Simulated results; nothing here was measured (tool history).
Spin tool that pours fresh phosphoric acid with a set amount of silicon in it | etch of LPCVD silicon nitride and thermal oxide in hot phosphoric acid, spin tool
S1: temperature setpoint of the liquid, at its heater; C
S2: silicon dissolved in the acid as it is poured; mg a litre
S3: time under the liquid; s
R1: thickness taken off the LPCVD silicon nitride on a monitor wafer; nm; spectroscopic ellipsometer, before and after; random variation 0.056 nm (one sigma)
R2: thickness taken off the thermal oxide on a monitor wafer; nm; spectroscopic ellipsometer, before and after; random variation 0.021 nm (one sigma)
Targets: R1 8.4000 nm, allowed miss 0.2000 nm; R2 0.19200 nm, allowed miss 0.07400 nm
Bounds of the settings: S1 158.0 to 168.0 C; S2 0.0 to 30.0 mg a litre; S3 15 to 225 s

run 1 day=0.000 | S1=163.0 S2=13.0 S3=115 | R1=12.2550 R2=0.25443
run 2 day=0.358 | S1=162.0 S2=10.5 S3=105 | R1=10.8940 R2=0.27705
run 3 day=0.612 | S1=161.0 S2=12.5 S3=100 | R1=10.0790 R2=0.21535
run 4 day=0.896 | S1=160.5 S2=12.0 S3=95 | R1=9.2601 R2=0.20023
run 5 day=1.221 | S1=160.5 S2=7.5 S3=95 | R1=9.3315 R2=0.18335
run 6 day=1.288 | S1=160.5 S2=11.5 S3=95 | R1=9.3524 R2=0.20164
run 7 day=1.558 | S1=160.0 S2=11.5 S3=95 | R1=9.1122 R2=0.21959
run 8 day=1.812 | S1=159.5 S2=10.0 S3=95 | R1=9.0715 R2=0.15800

5 next moves are on the table. One of them brings every result within its allowed miss. Which?
run A day=2.067 | S1=162.0 S2=10.5 S3=75 | R1=? R2=?
run B day=2.067 | S1=162.0 S2=13.0 S3=75 | R1=? R2=?
run C day=2.067 | S1=163.0 S2=13.0 S3=75 | R1=? R2=?
run D day=2.067 | S1=166.5 S2=22.5 S3=70 | R1=? R2=?
run E day=2.067 | S1=158.5 S2=7.5 S3=85 | R1=? R2=?

move=A R1=7.7356 R2=0.16817
move=B R1=7.7356 R2=0.15872
move=C R1=7.9967 R2=0.17079
move=D R1=8.3734 R2=0.15898
move=E R1=7.7958 R2=0.15702
A: takes the result that was furthest off past its target
B: takes the result that was furthest off past its target
C: takes the result that was furthest off past its target
D: meets every target
E: takes the result that was furthest off past its target
The right move is D.
